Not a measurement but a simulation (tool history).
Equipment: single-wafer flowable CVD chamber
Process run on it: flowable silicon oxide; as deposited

run,day,heater temperature setpoint (°C),chamber pressure (Torr),RF power (W),deposition time (s),mean film thickness on the monitor wafer (angstrom)
1,0,95,0.743,2490,663,4778.9
2,0.088,91,0.743,2490,663,5531.3
3,0.125,91,0.743,2490,663,5503.8
4,0.483,91,0.806,2490,663,5933.6
5,0.567,89,0.806,2490,663,6396.8
6,0.629,89,0.806,2490,684,6572.3

Run 7 is up next; what results do you expect?
7,0.862,89,0.806,2490,684,?

{"run 7": {"mean film thickness on the monitor wafer (angstrom)": 6586.5}}
